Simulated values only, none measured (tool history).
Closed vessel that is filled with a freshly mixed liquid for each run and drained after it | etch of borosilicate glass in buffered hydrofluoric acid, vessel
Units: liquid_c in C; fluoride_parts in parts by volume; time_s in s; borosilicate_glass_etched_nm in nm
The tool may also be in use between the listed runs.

run  hour  liquid_c  fluoride_parts  time_s  borosilicate_glass_etched_nm
  1   0.0      20.0            16.0     100                        52.155
  2   7.1      22.0            13.5     100                        68.383
  3  13.3      22.0            16.5     100                        56.311
  4  19.6      19.5            16.5     100                        48.242
  5  21.3      19.5            18.5     100                        43.333
  6  30.4      21.5            15.5     100                        57.764

Run 7 comes next. What will it give?
     37.5  -- thermometer replaced
  7  37.5      23.0            13.5     100                             ?

{"run 7": {"borosilicate_glass_etched_nm": 77.758}}
